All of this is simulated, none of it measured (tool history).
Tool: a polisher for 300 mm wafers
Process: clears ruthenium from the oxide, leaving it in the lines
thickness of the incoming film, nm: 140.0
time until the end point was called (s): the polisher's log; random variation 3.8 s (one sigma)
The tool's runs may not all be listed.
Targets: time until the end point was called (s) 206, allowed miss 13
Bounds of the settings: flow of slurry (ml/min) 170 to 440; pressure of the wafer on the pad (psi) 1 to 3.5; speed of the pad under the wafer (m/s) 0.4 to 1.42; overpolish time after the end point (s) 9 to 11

| run | hour | flow of slurry (ml/min) | pressure of the wafer on the pad (psi) | speed of the pad under the wafer (m/s) | overpolish time after the end point (s) | time until the end point was called (s) |
|---|---|---|---|---|---|---|
| 1 | 0 | 280 | 2.2 | 0.9 | 11 | 141.65 |
| 2 | 6.2 | 280 | 1.9 | 0.9 | 11 | 163.69 |
| 3 | 6.7 | 280 | 2.2 | 0.9 | 11 | 141.82 |
| 4 | 12.7 | 280 | 2.1 | 0.9 | 11 | 144.48 |
| 5 | 19 | 280 | 2.1 | 1.04 | 11 | 124.09 |
| 6 | 22.6 | 280 | 2 | 1.04 | 11 | 139.88 |
| 7 | 28.4 | 280 | 2 | 1.04 | 11 | 132.43 |
| 8 | 30.4 | 280 | 1.9 | 1.04 | 11 | 143.15 |
| 9 | 32.7 | 280 | 1.9 | 1.04 | 11 | 139.78 |

Which of these 4 next moves meets every target?
| A | 35 | 325 | 1.4 | 0.92 | 11 | ? |
| B | 35 | 280 | 1.3 | 0.78 | 10 | ? |
| C | 35 | 345 | 1.7 | 0.86 | 9 | ? |
| D | 35 | 245 | 1.6 | 0.96 | 11 | ? |

| move | time until the end point was called (s) |
|---|---|
| A | 210.81 |
| B | 263.79 |
| C | 184.42 |
| D | 184.26 |
A: meets every target
B: takes the result that was furthest off past its target
C: nearer than the last run, and not there yet
D: nearer than the last run, and not there yet
The right move is A.

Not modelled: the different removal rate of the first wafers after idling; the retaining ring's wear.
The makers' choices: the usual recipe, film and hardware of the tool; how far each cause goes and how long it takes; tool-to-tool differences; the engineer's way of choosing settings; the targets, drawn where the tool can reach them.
